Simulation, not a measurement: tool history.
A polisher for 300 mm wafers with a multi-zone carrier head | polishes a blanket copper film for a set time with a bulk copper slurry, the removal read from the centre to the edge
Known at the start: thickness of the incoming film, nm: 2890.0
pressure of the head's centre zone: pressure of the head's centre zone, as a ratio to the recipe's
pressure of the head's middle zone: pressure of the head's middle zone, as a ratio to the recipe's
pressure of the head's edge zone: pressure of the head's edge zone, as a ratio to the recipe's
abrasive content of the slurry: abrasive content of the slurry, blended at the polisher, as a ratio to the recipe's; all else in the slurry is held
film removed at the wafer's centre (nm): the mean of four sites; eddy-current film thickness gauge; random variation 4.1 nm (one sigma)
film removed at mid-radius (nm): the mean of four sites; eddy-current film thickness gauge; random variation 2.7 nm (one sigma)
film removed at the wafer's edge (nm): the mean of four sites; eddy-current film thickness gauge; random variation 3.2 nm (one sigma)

run  hour  flow of slurry (ml/min)  pressure of the head's centre zone  pressure of the head's middle zone  pressure of the head's edge zone  abrasive content of the slurry  polishing time (s)  film removed at the wafer's centre (nm)  film removed at mid-radius (nm)  film removed at the wafer's edge (nm)
  1   0.0                      305                                1.00                                1.00                              1.00                            1.00                  51                                   462.91                           460.82                                 462.06
  2   3.9                      300                                0.97                                0.97                              0.98                            0.95                  51                                   452.42                           445.23                                 445.21
  3  11.2                      295                                0.94                                0.95                              1.00                            0.90                  51                                   428.39                           430.38                                 451.08
  4  18.4                      295                                0.94                                0.95                              0.95                            0.90                  51                                   426.29                           426.94                                 443.80
     26.8  -- edge zone pressure recalibrated
  5  26.8                      240                                0.94                                0.95                              0.95                            0.90                  51                                   424.57                           423.38                                 436.51
  6  33.1                      240                                0.92                                0.94                              0.94                            0.85                  51                                   405.58                           413.23                                 427.75
  7  40.5                      240                                0.91                                0.93                              0.93                            0.85                  51                                   409.29                           413.87                                 419.14

Run 8 comes next. What will it give?
  8  41.8                      240                                0.89                                0.92                              0.94                            0.85                  51                                        ?                                ?                                      ?

film removed at the wafer's centre (nm): 393.46
film removed at mid-radius (nm): 417.23
film removed at the wafer's edge (nm): 429.24

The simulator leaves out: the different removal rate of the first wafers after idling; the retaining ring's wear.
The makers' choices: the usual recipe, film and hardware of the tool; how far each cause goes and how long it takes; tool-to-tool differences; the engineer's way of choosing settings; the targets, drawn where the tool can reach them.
